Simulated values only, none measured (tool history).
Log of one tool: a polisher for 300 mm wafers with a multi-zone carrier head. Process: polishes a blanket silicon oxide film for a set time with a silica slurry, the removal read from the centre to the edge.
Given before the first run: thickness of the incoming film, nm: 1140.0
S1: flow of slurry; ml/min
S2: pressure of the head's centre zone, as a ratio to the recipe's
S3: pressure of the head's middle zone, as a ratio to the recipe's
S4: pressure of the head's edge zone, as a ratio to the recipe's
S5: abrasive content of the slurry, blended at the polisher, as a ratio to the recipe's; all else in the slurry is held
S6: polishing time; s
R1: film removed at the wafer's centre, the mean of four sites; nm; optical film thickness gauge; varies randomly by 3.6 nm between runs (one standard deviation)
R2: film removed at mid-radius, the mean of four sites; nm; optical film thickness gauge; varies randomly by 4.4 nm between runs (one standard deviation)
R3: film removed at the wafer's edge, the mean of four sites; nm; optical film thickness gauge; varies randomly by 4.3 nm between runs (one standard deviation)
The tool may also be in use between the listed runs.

run	day	S1	S2	S3	S4	S5	S6	R1	R2	R3
1	0.000	310	1.00	1.00	1.00	1.00	76	351.16	352.51	348.64
2	0.375	310	1.00	1.00	1.07	1.00	76	350.12	347.77	356.21
3	0.533	315	1.04	0.99	1.09	1.10	76	388.83	361.83	374.79
4	0.904	315	1.12	0.99	1.09	1.10	76	421.88	364.30	380.31
5	1.233	315	1.12	1.04	1.09	1.10	76	418.31	385.91	376.08
6	1.596	320	1.12	1.02	1.11	1.15	76	434.85	387.92	395.15
7	1.971	335	1.13	1.01	1.13	1.15	76	437.33	390.32	389.14
8	2.288	315	1.13	1.00	1.14	1.20	76	444.11	373.33	398.00
9	2.500	320	1.13	1.00	1.15	1.25	76	447.85	393.79	413.90
10	2.629	325	1.14	0.99	1.16	1.25	76	460.49	385.66	412.90
11	2.742	325	1.14	0.99	1.16	1.30	76	459.00	393.02	419.14
12	2.842	325	1.15	0.98	1.16	1.30	76	464.77	382.64	423.31
13	3.083	330	1.15	0.98	1.16	1.30	76	466.79	387.13	423.44
14	3.408	335	1.15	0.98	1.16	1.30	76	472.81	395.10	417.74
15	3.608	330	1.15	0.98	1.16	1.30	76	462.69	398.09	422.08

The next listed run, before its measurement:
16	3.700	325	1.16	0.98	1.17	1.30	76	?	?	?

{"run 16": {"R1": 465.1, "R2": 402.04, "R3": 426.24}}

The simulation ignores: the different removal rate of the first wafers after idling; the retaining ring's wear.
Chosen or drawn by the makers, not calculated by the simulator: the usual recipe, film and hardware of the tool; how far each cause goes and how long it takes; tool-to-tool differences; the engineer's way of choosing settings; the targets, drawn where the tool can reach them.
